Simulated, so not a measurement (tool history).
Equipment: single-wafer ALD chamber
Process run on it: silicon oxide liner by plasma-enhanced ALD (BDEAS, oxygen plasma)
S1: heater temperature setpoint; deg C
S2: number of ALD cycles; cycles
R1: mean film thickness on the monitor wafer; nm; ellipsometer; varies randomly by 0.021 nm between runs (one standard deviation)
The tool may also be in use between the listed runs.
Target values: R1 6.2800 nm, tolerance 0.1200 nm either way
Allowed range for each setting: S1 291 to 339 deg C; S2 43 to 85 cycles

run,hour,S1,S2,R1
1,0.0,315,64,5.6433
2,5.0,315,66,5.8244
3,8.8,315,67,5.9083
4,13.7,315,59,5.1964
5,15.6,315,64,5.6446
6,17.5,315,66,5.8490
7,23.5,315,67,5.9163
8,26.7,315,68,6.0266
9,32.0,315,69,6.0513

Which single option among these 5 for the next run brings every result within its allowed miss of target? Just one does.
A,37.3,318,67,?
B,37.3,310,68,?
C,37.3,321,69,?
D,37.3,322,72,?
E,37.3,306,68,?

move,R1
A,5.8973
B,6.0546
C,6.0469
D,6.3007
E,6.0893
A: lands further from the targets than the last run did
B: just as far off the targets as the last run
C: just as far off the targets as the last run
D: each result inside its tolerance
E: nearer the targets than the last run, but a result is still out of spec
The move that meets every target is D.
